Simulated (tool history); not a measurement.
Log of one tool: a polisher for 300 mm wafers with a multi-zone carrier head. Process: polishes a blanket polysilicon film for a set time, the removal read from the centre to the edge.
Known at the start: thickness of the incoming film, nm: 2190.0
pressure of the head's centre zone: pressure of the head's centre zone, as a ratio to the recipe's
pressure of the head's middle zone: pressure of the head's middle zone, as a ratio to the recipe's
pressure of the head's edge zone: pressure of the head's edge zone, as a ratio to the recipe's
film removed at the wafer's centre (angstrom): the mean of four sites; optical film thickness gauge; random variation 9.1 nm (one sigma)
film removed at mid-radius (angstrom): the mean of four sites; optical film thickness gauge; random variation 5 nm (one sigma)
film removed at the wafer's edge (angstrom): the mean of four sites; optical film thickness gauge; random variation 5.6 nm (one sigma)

run,hour,flow of slurry (ml/min),pressure of the head's centre zone,pressure of the head's middle zone,pressure of the head's edge zone,polishing time (s),film removed at the wafer's centre (angstrom),film removed at mid-radius (angstrom),film removed at the wafer's edge (angstrom)
1,0,295,1,1,1,61,8933.3,8376.7,8411.8
2,4.5,295,1,0.99,0.99,59,8561.4,8167.1,8283.5
3,8.7,295,1.01,0.98,0.98,56,7975.4,7714.7,7765.7
4,13.8,295,1.03,0.97,0.97,54,7964.9,7411.2,7262.4
5,15.2,295,1.03,1.02,0.97,54,7920.2,7621.4,7370.2
6,23.1,295,1.03,1.02,0.97,64,9673,9145.6,8662.6
7,31.3,295,1.03,1.02,0.97,64,9525.9,9134.2,8833.5
8,37.2,290,1.03,1,0.97,62,9150.4,8480.3,8507.1
9,43.5,290,1.03,0.99,0.96,60,8775.1,8385.6,8112.4
10,45,290,1.04,0.98,0.96,58,8614.2,7939.8,7904.1

Forecast run 11:
11,51.9,290,1.04,0.97,0.95,56,?,?,?

film removed at the wafer's centre (angstrom): 8547.9
film removed at mid-radius (angstrom): 7666.5
film removed at the wafer's edge (angstrom): 7695.3
